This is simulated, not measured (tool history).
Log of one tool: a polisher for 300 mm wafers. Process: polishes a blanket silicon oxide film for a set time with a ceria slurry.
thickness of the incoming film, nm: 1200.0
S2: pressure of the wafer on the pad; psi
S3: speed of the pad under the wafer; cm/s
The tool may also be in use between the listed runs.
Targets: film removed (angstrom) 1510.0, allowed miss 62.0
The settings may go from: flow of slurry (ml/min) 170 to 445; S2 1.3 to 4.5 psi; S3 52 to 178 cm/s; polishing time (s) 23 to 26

run 1 hour=0.0 | flow_of_slurry_(ml/min)=285 S2=2.9 S3=114 polishing_time_(s)=26 | film_removed_(angstrom)=1246.0
run 2 hour=2.4 | flow_of_slurry_(ml/min)=285 S2=2.9 S3=100 polishing_time_(s)=26 | film_removed_(angstrom)=1125.9
run 3 hour=5.4 | flow_of_slurry_(ml/min)=285 S2=3.1 S3=100 polishing_time_(s)=26 | film_removed_(angstrom)=1148.3
run 4 hour=6.3 | flow_of_slurry_(ml/min)=340 S2=3.1 S3=100 polishing_time_(s)=26 | film_removed_(angstrom)=1157.8
run 5 hour=13.8 | flow_of_slurry_(ml/min)=340 S2=3.1 S3=88 polishing_time_(s)=26 | film_removed_(angstrom)=1035.3
run 6 hour=20.2 | flow_of_slurry_(ml/min)=340 S2=3.4 S3=90 polishing_time_(s)=26 | film_removed_(angstrom)=1119.1
run 7 hour=27.5 | flow_of_slurry_(ml/min)=340 S2=3.7 S3=92 polishing_time_(s)=26 | film_removed_(angstrom)=1214.5
run 8 hour=32.9 | flow_of_slurry_(ml/min)=340 S2=3.9 S3=94 polishing_time_(s)=26 | film_removed_(angstrom)=1273.2
run 9 hour=41.7 | flow_of_slurry_(ml/min)=340 S2=3.9 S3=94 polishing_time_(s)=26 | film_removed_(angstrom)=1300.7
run 10 hour=43.6 | flow_of_slurry_(ml/min)=340 S2=4.0 S3=96 polishing_time_(s)=26 | film_removed_(angstrom)=1354.2
run 11 hour=48.4 | flow_of_slurry_(ml/min)=340 S2=4.1 S3=96 polishing_time_(s)=26 | film_removed_(angstrom)=1384.3
run 12 hour=56.1 | flow_of_slurry_(ml/min)=340 S2=4.2 S3=96 polishing_time_(s)=26 | film_removed_(angstrom)=1434.1

Which of these 4 next moves meets every target?
run A hour=63.8 | flow_of_slurry_(ml/min)=345 S2=4.0 S3=94 polishing_time_(s)=26 | film_removed_(angstrom)=?
run B hour=63.8 | flow_of_slurry_(ml/min)=355 S2=4.5 S3=108 polishing_time_(s)=26 | film_removed_(angstrom)=?
run C hour=63.8 | flow_of_slurry_(ml/min)=400 S2=4.2 S3=100 polishing_time_(s)=23 | film_removed_(angstrom)=?
run D hour=63.8 | flow_of_slurry_(ml/min)=285 S2=4.0 S3=110 polishing_time_(s)=26 | film_removed_(angstrom)=?

move=A film_removed_(angstrom)=1308.0
move=B film_removed_(angstrom)=1639.4
move=C film_removed_(angstrom)=1288.7
move=D film_removed_(angstrom)=1495.8
A: further off than the last run
B: takes the result that was furthest off past its target
C: further off than the last run
D: meets every target
Answer: D

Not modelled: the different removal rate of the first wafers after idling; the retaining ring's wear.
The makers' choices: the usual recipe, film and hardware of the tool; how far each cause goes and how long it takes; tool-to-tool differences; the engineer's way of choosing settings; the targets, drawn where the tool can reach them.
